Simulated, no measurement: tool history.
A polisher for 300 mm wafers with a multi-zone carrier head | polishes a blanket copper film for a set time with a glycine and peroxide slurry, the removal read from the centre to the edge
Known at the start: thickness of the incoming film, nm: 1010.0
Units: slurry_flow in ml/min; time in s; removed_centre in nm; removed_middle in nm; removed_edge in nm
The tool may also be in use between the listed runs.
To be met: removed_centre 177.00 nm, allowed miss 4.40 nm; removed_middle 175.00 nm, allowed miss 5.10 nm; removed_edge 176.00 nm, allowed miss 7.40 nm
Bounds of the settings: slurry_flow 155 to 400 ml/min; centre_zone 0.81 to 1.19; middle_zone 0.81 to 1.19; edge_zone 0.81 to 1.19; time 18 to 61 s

{"run": 1, "hour": 0.0, "slurry_flow": 255, "centre_zone": 1.0, "middle_zone": 1.0, "edge_zone": 1.0, "time": 39, "removed_centre": 245.75, "removed_middle": 245.5, "removed_edge": 251.17}
{"run": 2, "hour": 2.2, "slurry_flow": 255, "centre_zone": 0.96, "middle_zone": 1.0, "edge_zone": 1.0, "time": 39, "removed_centre": 234.31, "removed_middle": 250.77, "removed_edge": 251.39}
{"run": 3, "hour": 7.9, "slurry_flow": 250, "centre_zone": 0.96, "middle_zone": 0.98, "edge_zone": 0.96, "time": 37, "removed_centre": 223.12, "removed_middle": 233.09, "removed_edge": 235.52}
{"run": 4, "hour": 8.7, "slurry_flow": 250, "centre_zone": 0.96, "middle_zone": 0.97, "edge_zone": 0.93, "time": 35, "removed_centre": 213.34, "removed_middle": 217.12, "removed_edge": 222.14}
{"run": 5, "hour": 17.3, "slurry_flow": 250, "centre_zone": 0.96, "middle_zone": 0.97, "edge_zone": 0.93, "time": 31, "removed_centre": 187.93, "removed_middle": 193.31, "removed_edge": 197.82}
{"run": 6, "hour": 20.1, "slurry_flow": 245, "centre_zone": 0.96, "middle_zone": 0.97, "edge_zone": 0.91, "time": 30, "removed_centre": 181.59, "removed_middle": 183.93, "removed_edge": 188.13}
{"run": 7, "hour": 22.8, "slurry_flow": 235, "centre_zone": 0.96, "middle_zone": 0.97, "edge_zone": 0.9, "time": 30, "removed_centre": 181.02, "removed_middle": 186.43, "removed_edge": 185.0}
{"run": 8, "hour": 26.8, "slurry_flow": 225, "centre_zone": 0.96, "middle_zone": 0.96, "edge_zone": 0.89, "time": 30, "removed_centre": 181.09, "removed_middle": 182.66, "removed_edge": 186.41}
{"run": 9, "hour": 29.3, "slurry_flow": 220, "centre_zone": 0.96, "middle_zone": 0.96, "edge_zone": 0.88, "time": 30, "removed_centre": 177.63, "removed_middle": 182.58, "removed_edge": 185.45}
{"run": 10, "hour": 32.3, "slurry_flow": 220, "centre_zone": 0.97, "middle_zone": 0.96, "edge_zone": 0.87, "time": 30, "removed_centre": 180.08, "removed_middle": 182.34, "removed_edge": 182.97}
{"run": 11, "hour": 40.3, "slurry_flow": 215, "centre_zone": 0.97, "middle_zone": 0.96, "edge_zone": 0.86, "time": 30, "removed_centre": 180.58, "removed_middle": 181.12, "removed_edge": 179.53}
{"run": 12, "hour": 41.6, "slurry_flow": 210, "centre_zone": 0.97, "middle_zone": 0.96, "edge_zone": 0.86, "time": 30, "removed_centre": 178.69, "removed_middle": 181.21, "removed_edge": 182.6}
{"run": 13, "hour": 47.4, "slurry_flow": 210, "centre_zone": 0.97, "middle_zone": 0.96, "edge_zone": 0.85, "time": 30, "removed_centre": 179.98, "removed_middle": 181.54, "removed_edge": 183.08}

5 next moves are on the table. One of them brings every result within its allowed miss. Which?
{"run": "A", "hour": 53.2, "slurry_flow": 240, "centre_zone": 0.93, "middle_zone": 1.0, "edge_zone": 0.88, "time": 30, "removed_centre": "?", "removed_middle": "?", "removed_edge": "?"}
{"run": "B", "hour": 53.2, "slurry_flow": 170, "centre_zone": 1.01, "middle_zone": 0.98, "edge_zone": 0.88, "time": 29, "removed_centre": "?", "removed_middle": "?", "removed_edge": "?"}
{"run": "C", "hour": 53.2, "slurry_flow": 210, "centre_zone": 0.98, "middle_zone": 1.07, "edge_zone": 0.81, "time": 29, "removed_centre": "?", "removed_middle": "?", "removed_edge": "?"}
{"run": "D", "hour": 53.2, "slurry_flow": 170, "centre_zone": 1.02, "middle_zone": 1.07, "edge_zone": 0.81, "time": 29, "removed_centre": "?", "removed_middle": "?", "removed_edge": "?"}
{"run": "E", "hour": 53.2, "slurry_flow": 250, "centre_zone": 0.96, "middle_zone": 0.98, "edge_zone": 0.84, "time": 31, "removed_centre": "?", "removed_middle": "?", "removed_edge": "?"}

move=A removed_centre=175.10 removed_middle=190.92 removed_edge=189.47
move=B removed_centre=177.27 removed_middle=175.96 removed_edge=178.75
move=C removed_centre=176.10 removed_middle=191.34 removed_edge=176.93
move=D removed_centre=179.14 removed_middle=187.38 removed_edge=174.23
move=E removed_centre=187.55 removed_middle=195.15 removed_edge=193.63
A: further off than the last run
B: meets every target
C: further off than the last run
D: further off than the last run
E: further off than the last run
The right move is B.
